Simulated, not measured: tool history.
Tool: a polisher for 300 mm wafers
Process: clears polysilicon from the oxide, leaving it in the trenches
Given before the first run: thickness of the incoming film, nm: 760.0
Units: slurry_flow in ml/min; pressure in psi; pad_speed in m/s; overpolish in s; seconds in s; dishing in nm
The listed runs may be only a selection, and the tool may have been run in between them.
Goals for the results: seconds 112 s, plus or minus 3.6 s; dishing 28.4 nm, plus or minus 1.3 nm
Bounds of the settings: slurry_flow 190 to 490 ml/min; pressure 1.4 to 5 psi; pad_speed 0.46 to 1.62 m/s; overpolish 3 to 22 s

run    day  slurry_flow  pressure  pad_speed  overpolish  seconds  dishing
  1      0          315       3.2       1.04          11   48.273   28.631
  2  0.221          315       2.8       1.04          11   55.462   28.478
  3  0.571          315       2.8       1.04           9   53.743   28.843
  4  0.908          270       2.8       1.04           9   55.852   27.706
  5  1.271          270       2.8       1.28           9   44.989   28.464
  6  1.329          270       2.3       1.28           9   54.811   28.513
     1.492  -- slurry nozzle cleaned
  7  1.492          280       2.1       1.16          10   62.679   28.248
  8  1.692          190       1.4       0.88          13   123.33   26.812
  9  1.942          190       1.4       0.88          13   124.87   26.676
 10  2.162          230       1.4       0.88          14   121.38   27.585
 11  2.358          245       1.4       0.88          14   121.43   27.458
 12  2.571          265       1.4       0.88          14   118.91   27.801
 13  2.683          275       1.4       0.88          14   119.85   26.768

5 candidate next runs follow, results not yet known. Just one meets every target within its allowed miss. Identify it.
  A  2.796          205         2       0.74          22        ?        ?
  B  2.796          190       1.4       0.84          22        ?        ?
  C  2.796          310       1.4       0.84          10        ?        ?
  D  2.796          230         2       0.52          18        ?        ?
  E  2.796          220       1.6       0.84          17        ?        ?

move  seconds  dishing
   A   102.55   28.368
   B   128.32   28.143
   C   122.81   25.026
   D   141.07   27.434
   E   111.57   27.928
A: takes the result that was furthest off past its target
B: its largest miss is bigger than the last run's
C: its largest miss is bigger than the last run's
D: its largest miss is bigger than the last run's
E: all results land within tolerance of their targets
So the answer is move E, the one that meets all the targets.
